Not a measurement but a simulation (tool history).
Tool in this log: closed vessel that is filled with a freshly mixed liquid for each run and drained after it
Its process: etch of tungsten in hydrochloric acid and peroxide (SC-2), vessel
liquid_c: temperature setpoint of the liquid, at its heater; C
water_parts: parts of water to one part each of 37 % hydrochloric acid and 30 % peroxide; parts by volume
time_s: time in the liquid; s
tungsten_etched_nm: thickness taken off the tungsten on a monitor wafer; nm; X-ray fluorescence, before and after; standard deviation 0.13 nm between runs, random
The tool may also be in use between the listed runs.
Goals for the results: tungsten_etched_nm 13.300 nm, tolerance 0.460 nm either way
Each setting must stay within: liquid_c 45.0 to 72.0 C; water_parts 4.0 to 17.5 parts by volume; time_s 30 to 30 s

run 1 day=0.000 | liquid_c=61.0 water_parts=9.5 time_s=30 | tungsten_etched_nm=21.953
run 2 day=0.188 | liquid_c=61.0 water_parts=9.5 time_s=30 | tungsten_etched_nm=22.343
run 3 day=0.362 | liquid_c=61.0 water_parts=12.0 time_s=30 | tungsten_etched_nm=18.206
run 4 day=0.529 | liquid_c=64.5 water_parts=12.0 time_s=30 | tungsten_etched_nm=22.204
run 5 day=0.554 | liquid_c=63.0 water_parts=12.0 time_s=30 | tungsten_etched_nm=20.334
run 6 day=0.758 | liquid_c=61.5 water_parts=12.0 time_s=30 | tungsten_etched_nm=18.953
run 7 day=0.854 | liquid_c=60.5 water_parts=12.0 time_s=30 | tungsten_etched_nm=17.402
run 8 day=0.958 | liquid_c=59.5 water_parts=12.0 time_s=30 | tungsten_etched_nm=16.430
run 9 day=1.233 | liquid_c=59.5 water_parts=12.0 time_s=30 | tungsten_etched_nm=16.496
run 10 day=1.442 | liquid_c=59.5 water_parts=12.0 time_s=30 | tungsten_etched_nm=16.441
run 11 day=1.642 | liquid_c=59.0 water_parts=12.0 time_s=30 | tungsten_etched_nm=15.719
run 12 day=1.675 | liquid_c=58.5 water_parts=12.0 time_s=30 | tungsten_etched_nm=15.333
run 13 day=1.779 | liquid_c=58.0 water_parts=12.0 time_s=30 | tungsten_etched_nm=14.725
run 14 day=1.833 | liquid_c=57.5 water_parts=12.0 time_s=30 | tungsten_etched_nm=14.366
run 15 day=2.117 | liquid_c=57.0 water_parts=12.0 time_s=30 | tungsten_etched_nm=14.163

Exercise: of the 5 proposed moves below, exactly one satisfies all targets within the stated allowed misses. Which move is it?
run A day=2.400 | liquid_c=58.5 water_parts=12.0 time_s=30 | tungsten_etched_nm=?
run B day=2.400 | liquid_c=59.5 water_parts=15.0 time_s=30 | tungsten_etched_nm=?
run C day=2.400 | liquid_c=57.0 water_parts=11.5 time_s=30 | tungsten_etched_nm=?
run D day=2.400 | liquid_c=53.0 water_parts=7.5 time_s=30 | tungsten_etched_nm=?
run E day=2.400 | liquid_c=58.0 water_parts=12.0 time_s=30 | tungsten_etched_nm=?

move=A tungsten_etched_nm=15.578
move=B tungsten_etched_nm=13.665
move=C tungsten_etched_nm=14.685
move=D tungsten_etched_nm=16.112
move=E tungsten_etched_nm=15.092
A: its largest miss is bigger than the last run's
B: in spec on every target
C: its largest miss is bigger than the last run's
D: its largest miss is bigger than the last run's
E: its largest miss is bigger than the last run's
The move that meets every target is B.

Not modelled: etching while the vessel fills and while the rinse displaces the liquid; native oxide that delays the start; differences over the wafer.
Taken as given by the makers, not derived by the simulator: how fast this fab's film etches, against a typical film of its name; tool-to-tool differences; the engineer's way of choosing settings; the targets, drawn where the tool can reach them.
